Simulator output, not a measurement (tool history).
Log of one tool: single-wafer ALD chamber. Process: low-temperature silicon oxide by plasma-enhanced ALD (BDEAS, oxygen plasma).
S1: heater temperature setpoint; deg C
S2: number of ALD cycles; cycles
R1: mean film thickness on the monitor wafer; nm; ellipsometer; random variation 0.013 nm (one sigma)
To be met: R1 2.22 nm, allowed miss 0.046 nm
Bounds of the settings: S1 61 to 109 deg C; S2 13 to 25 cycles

Run 1, day 0: S1 85 deg C, S2 19 cycles. Result: R1 2.7965 nm.
Run 2, day 0.35: S1 79 deg C, S2 19 cycles. Result: R1 2.8486 nm.
Run 3, day 0.438: S1 83 deg C, S2 18 cycles. Result: R1 2.7009 nm.
Run 4, day 0.692: S1 77 deg C, S2 18 cycles. Result: R1 2.7362 nm.
Run 5, day 0.875: S1 77 deg C, S2 20 cycles. Result: R1 3.0512 nm.
Run 6, day 1.2: S1 86 deg C, S2 20 cycles. Result: R1 2.9331 nm.
Run 7, day 1.512: S1 89 deg C, S2 19 cycles. Result: R1 2.7491 nm.
Run 8, day 1.638: S1 92 deg C, S2 18 cycles. Result: R1 2.5794 nm.
Run 9, day 1.738: S1 95 deg C, S2 18 cycles. Result: R1 2.5531 nm.
Run 10, day 1.829: S1 97 deg C, S2 18 cycles. Result: R1 2.5524 nm.
Run 11, day 2.038: S1 99 deg C, S2 17 cycles. Result: R1 2.3859 nm.
Run 12, day 2.275: S1 101 deg C, S2 17 cycles. Result: R1 2.3798 nm.
Run 13, day 2.496: S1 102 deg C, S2 17 cycles. Result: R1 2.3775 nm.
Run 14, day 2.529: S1 103 deg C, S2 17 cycles. Result: R1 2.3691 nm.
Run 15, day 2.904: S1 104 deg C, S2 17 cycles. Result: R1 2.3558 nm.
Run 16, day 2.983: S1 108 deg C, S2 15 cycles. Result: R1 2.0647 nm.
Run 17, day 3.021: S1 96 deg C, S2 15 cycles. Result: R1 2.1286 nm.
Run 18, day 3.375: S1 95 deg C, S2 15 cycles. Result: R1 2.126 nm.
Run 19, day 3.404: S1 94 deg C, S2 15 cycles. Result: R1 2.1458 nm.
Run 20, day 3.746: S1 93 deg C, S2 15 cycles. Result: R1 2.1451 nm.
Run 21, day 3.817: S1 92 deg C, S2 15 cycles. Result: R1 2.1611 nm.
Run 22, day 4.05: S1 91 deg C, S2 15 cycles. Result: R1 2.167 nm.
Run 23, day 4.304: S1 90 deg C, S2 15 cycles. Result: R1 2.1618 nm.
Run 24, day 4.633: S1 86 deg C, S2 16 cycles. Result: R1 2.3351 nm.
Run 25, day 4.925: S1 88 deg C, S2 16 cycles. Result: R1 2.3413 nm.
Run 26, day 5.021: S1 90 deg C, S2 16 cycles. Result: R1 2.3152 nm.
Run 27, day 5.3: S1 91 deg C, S2 16 cycles. Result: R1 2.2978 nm.
Run 28, day 5.633: S1 91 deg C, S2 16 cycles. Result: R1 2.3067 nm.

5 next moves are on the table. One of them brings every result within its allowed miss. Which?
Run A, day 5.967: S1 84 deg C, S2 16 cycles. Result: R1 ?.
Run B, day 5.967: S1 100 deg C, S2 16 cycles. Result: R1 ?.
Run C, day 5.967: S1 97 deg C, S2 17 cycles. Result: R1 ?.
Run D, day 5.967: S1 90 deg C, S2 17 cycles. Result: R1 ?.
Run E, day 5.967: S1 97 deg C, S2 15 cycles. Result: R1 ?.

move      R1
   A  2.3349
   B  2.2058
   C  2.3681
   D  2.4288
   E  2.0895
A: further off than the last run
B: meets every target
C: further off than the last run
D: further off than the last run
E: takes the result that was furthest off past its target
The right move is B.
